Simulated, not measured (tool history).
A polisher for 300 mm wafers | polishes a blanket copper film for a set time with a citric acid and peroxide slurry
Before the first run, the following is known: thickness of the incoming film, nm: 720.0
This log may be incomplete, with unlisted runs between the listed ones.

| run | hour | flow of slurry (ml/min) | pressure of the wafer on the pad (kPa) | speed of the pad under the wafer (m/s) | abrasive content of the slurry | polishing time (s) | film removed (angstrom) |
|---|---|---|---|---|---|---|---|
| 1 | 0 | 150 | 24.1 | 0.96 | 1 | 39 | 1101.8 |
| 2 | 8.4 | 145 | 22.8 | 0.96 | 1 | 39 | 1058.3 |
| 3 | 11.7 | 145 | 20.7 | 0.96 | 1 | 39 | 984.12 |
| 4 | 18.3 | 130 | 20.7 | 0.96 | 1 | 39 | 954.43 |
| 5 | 23.4 | 105 | 20.7 | 0.96 | 1 | 39 | 901.29 |
| 6 | 31.7 | 120 | 20.7 | 0.96 | 1 | 39 | 928.16 |
| 7 | 32.3 | 115 | 20 | 0.96 | 1 | 39 | 901.93 |
| 8 | 37.1 | 110 | 19.3 | 0.96 | 1 | 39 | 866.96 |
| 9 | 37.7 | 110 | 18.6 | 0.96 | 1 | 39 | 840.26 |

Expected results for the next run?
| 10 | 45.9 | 110 | 17.9 | 0.96 | 1 | 39 | ? |

Run 10 came out at film removed (angstrom) 816.34.

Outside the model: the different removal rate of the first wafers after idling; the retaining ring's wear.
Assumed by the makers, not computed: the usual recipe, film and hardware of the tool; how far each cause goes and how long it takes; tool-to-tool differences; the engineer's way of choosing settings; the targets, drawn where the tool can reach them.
